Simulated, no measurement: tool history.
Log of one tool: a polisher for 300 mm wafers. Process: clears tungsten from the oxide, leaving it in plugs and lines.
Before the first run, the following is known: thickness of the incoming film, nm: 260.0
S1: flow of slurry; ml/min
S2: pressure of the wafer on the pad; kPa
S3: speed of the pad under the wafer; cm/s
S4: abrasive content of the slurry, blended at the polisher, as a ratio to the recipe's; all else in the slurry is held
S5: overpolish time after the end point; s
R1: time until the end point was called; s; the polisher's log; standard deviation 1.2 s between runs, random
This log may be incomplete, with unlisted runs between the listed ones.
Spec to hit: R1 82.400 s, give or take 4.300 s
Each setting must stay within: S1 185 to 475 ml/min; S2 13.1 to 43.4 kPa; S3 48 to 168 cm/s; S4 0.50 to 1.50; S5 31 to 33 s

| run | day | S1 | S2 | S3 | S4 | S5 | R1 |
|---|---|---|---|---|---|---|---|
| 1 | 0.000 | 305 | 28.3 | 108 | 1.00 | 31 | 51.478 |
| 2 | 0.283 | 305 | 26.2 | 108 | 1.00 | 31 | 55.934 |
| 3 | 0.379 | 305 | 24.1 | 108 | 1.00 | 31 | 57.438 |
| 4 | 0.617 | 305 | 22.1 | 106 | 1.00 | 31 | 64.083 |
| 5 | 0.783 | 305 | 22.1 | 106 | 0.90 | 31 | 67.687 |
| 6 | 0.854 | 375 | 22.1 | 106 | 0.90 | 31 | 65.538 |
| 7 | 0.879 | 375 | 20.7 | 106 | 0.90 | 31 | 70.572 |
| 8 | 1.208 | 375 | 20.0 | 106 | 0.90 | 31 | 72.806 |
| 9 | 1.504 | 375 | 19.3 | 106 | 0.90 | 31 | 74.023 |

Which of these 5 next moves meets every target?
| A | 1.800 | 390 | 22.8 | 98 | 1.00 | 33 | ? |
| B | 1.800 | 365 | 19.3 | 118 | 1.00 | 31 | ? |
| C | 1.800 | 375 | 17.9 | 102 | 0.95 | 31 | ? |
| D | 1.800 | 305 | 24.1 | 92 | 0.90 | 31 | ? |
| E | 1.800 | 395 | 19.3 | 126 | 0.85 | 31 | ? |

| move | R1 |
|---|---|
| A | 66.187 |
| B | 66.966 |
| C | 81.886 |
| D | 68.704 |
| E | 65.962 |
A: lands further from the targets than the last run did
B: lands further from the targets than the last run did
C: every result lands within tolerance
D: lands further from the targets than the last run did
E: lands further from the targets than the last run did
So the answer is move C, the one that meets all the targets.
